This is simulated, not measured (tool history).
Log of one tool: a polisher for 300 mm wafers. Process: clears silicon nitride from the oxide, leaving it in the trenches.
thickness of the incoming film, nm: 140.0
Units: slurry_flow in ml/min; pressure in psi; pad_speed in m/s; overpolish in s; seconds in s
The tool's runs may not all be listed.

run	hour	slurry_flow	pressure	pad_speed	overpolish	seconds
1	0	285	2.8	1.08	35	171.73
2	4.9	285	2.4	1.06	35	203.86
3	13.7	285	3.1	1.06	35	157.49
4	14.5	285	3.1	1.06	38	151.44
5	18	285	3.1	1.06	35	159.5
6	23.8	285	2.7	1.06	35	172.24
7	25.2	285	2.7	1.06	35	175.05
8	33.1	285	2.3	1.04	35	209.59

Run 9 comes next. What will it give?
9	37.2	285	2.1	1.02	35	?

seconds: 226.93 s
